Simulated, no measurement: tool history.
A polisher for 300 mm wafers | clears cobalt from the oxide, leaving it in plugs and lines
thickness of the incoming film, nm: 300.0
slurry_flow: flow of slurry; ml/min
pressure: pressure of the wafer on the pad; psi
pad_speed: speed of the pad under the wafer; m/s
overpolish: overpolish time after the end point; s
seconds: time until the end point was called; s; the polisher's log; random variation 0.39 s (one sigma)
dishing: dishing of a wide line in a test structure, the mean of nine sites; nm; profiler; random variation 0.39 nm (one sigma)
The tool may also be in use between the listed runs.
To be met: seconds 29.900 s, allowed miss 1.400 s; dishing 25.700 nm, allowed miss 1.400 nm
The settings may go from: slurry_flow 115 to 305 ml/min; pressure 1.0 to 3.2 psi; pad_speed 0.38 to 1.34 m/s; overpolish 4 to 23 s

Run 1, hour 0.0: slurry_flow 195 ml/min, pressure 2.1 psi, pad_speed 0.86 m/s, overpolish 12 s. Result: seconds 51.014 s, dishing 38.101 nm.
Run 2, hour 4.2: slurry_flow 195 ml/min, pressure 2.3 psi, pad_speed 0.86 m/s, overpolish 10 s. Result: seconds 46.776 s, dishing 35.719 nm.
Run 3, hour 8.5: slurry_flow 195 ml/min, pressure 2.5 psi, pad_speed 0.86 m/s, overpolish 9 s. Result: seconds 44.190 s, dishing 35.639 nm.
Run 4, hour 10.5: slurry_flow 195 ml/min, pressure 2.5 psi, pad_speed 0.92 m/s, overpolish 8 s. Result: seconds 40.603 s, dishing 33.819 nm.
Run 5, hour 18.0: slurry_flow 190 ml/min, pressure 2.4 psi, pad_speed 1.02 m/s, overpolish 7 s. Result: seconds 38.342 s, dishing 32.422 nm.
Run 6, hour 19.9: slurry_flow 190 ml/min, pressure 2.4 psi, pad_speed 1.02 m/s, overpolish 4 s. Result: seconds 38.749 s, dishing 21.213 nm.
Run 7, hour 22.4: slurry_flow 190 ml/min, pressure 2.4 psi, pad_speed 1.06 m/s, overpolish 4 s. Result: seconds 36.960 s, dishing 21.690 nm.
Run 8, hour 24.6: slurry_flow 190 ml/min, pressure 2.5 psi, pad_speed 1.08 m/s, overpolish 4 s. Result: seconds 35.429 s, dishing 22.529 nm.
At hour 32.5: slurry nozzle cleaned.
Run 9, hour 32.5: slurry_flow 190 ml/min, pressure 2.6 psi, pad_speed 1.08 m/s, overpolish 4 s. Result: seconds 32.731 s, dishing 23.645 nm.
Run 10, hour 34.6: slurry_flow 195 ml/min, pressure 2.7 psi, pad_speed 1.08 m/s, overpolish 4 s. Result: seconds 31.297 s, dishing 24.686 nm.

4 next moves are on the table. One of them brings every result within its allowed miss. Which?
Run A, hour 36.7: slurry_flow 195 ml/min, pressure 2.4 psi, pad_speed 1.18 m/s, overpolish 5 s. Result: seconds ?, dishing ?.
Run B, hour 36.7: slurry_flow 190 ml/min, pressure 3.1 psi, pad_speed 0.94 m/s, overpolish 4 s. Result: seconds ?, dishing ?.
Run C, hour 36.7: slurry_flow 190 ml/min, pressure 2.9 psi, pad_speed 1.08 m/s, overpolish 4 s. Result: seconds ?, dishing ?.
Run D, hour 36.7: slurry_flow 130 ml/min, pressure 2.3 psi, pad_speed 1.22 m/s, overpolish 4 s. Result: seconds ?, dishing ?.

move  seconds  dishing
   A   32.056   29.207
   B   32.426   24.441
   C   29.968   25.978
   D   33.805   23.651
A: further off than the last run
B: further off than the last run
C: meets every target
D: further off than the last run
Answer: C
